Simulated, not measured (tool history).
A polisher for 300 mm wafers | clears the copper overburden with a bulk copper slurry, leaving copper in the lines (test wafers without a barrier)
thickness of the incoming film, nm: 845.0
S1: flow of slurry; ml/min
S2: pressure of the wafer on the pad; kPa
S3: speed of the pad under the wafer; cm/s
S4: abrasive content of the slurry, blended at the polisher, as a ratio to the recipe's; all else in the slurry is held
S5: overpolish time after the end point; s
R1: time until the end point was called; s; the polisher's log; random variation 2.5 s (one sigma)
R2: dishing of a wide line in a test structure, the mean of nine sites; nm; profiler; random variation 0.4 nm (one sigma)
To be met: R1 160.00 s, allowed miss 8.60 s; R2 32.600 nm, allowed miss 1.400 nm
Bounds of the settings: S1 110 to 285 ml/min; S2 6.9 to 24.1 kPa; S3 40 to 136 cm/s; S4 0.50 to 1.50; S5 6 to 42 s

run	day	S1	S2	S3	S4	S5	R1	R2
1	0.000	180	15.2	88	1.00	21	120.42	68.336
2	0.329	185	12.4	94	1.00	16	136.95	53.366
3	0.388	190	10.3	100	1.00	13	148.14	42.684
4	0.546	190	9.7	102	1.00	11	156.62	37.377
5	0.671	190	9.7	104	1.00	10	151.98	34.375
6	0.912	190	9.7	120	1.00	10	126.21	38.167
7	1.096	190	9.7	120	1.00	10	128.70	38.352
8	1.417	190	9.7	120	1.00	10	130.07	38.666
9	1.471	190	9.0	120	1.00	10	139.40	36.911
10	1.821	185	8.3	120	1.00	10	143.31	35.090

Which of these 5 next moves meets every target?
A	2.171	165	7.6	116	0.90	12	?	?
B	2.171	160	6.9	126	1.00	10	?	?
C	2.171	175	6.9	122	1.00	12	?	?
D	2.171	115	6.9	118	1.35	12	?	?
E	2.171	190	8.3	136	1.05	10	?	?

move	R1	R2
A	163.97	37.358
B	158.58	33.115
C	162.08	37.429
D	165.94	36.775
E	126.60	39.805
A: brings the result that was furthest off to its target, and leaves another outside
B: meets every target
C: brings the result that was furthest off to its target, and leaves another outside
D: brings the result that was furthest off to its target, and leaves another outside
E: further off than the last run
Answer: B

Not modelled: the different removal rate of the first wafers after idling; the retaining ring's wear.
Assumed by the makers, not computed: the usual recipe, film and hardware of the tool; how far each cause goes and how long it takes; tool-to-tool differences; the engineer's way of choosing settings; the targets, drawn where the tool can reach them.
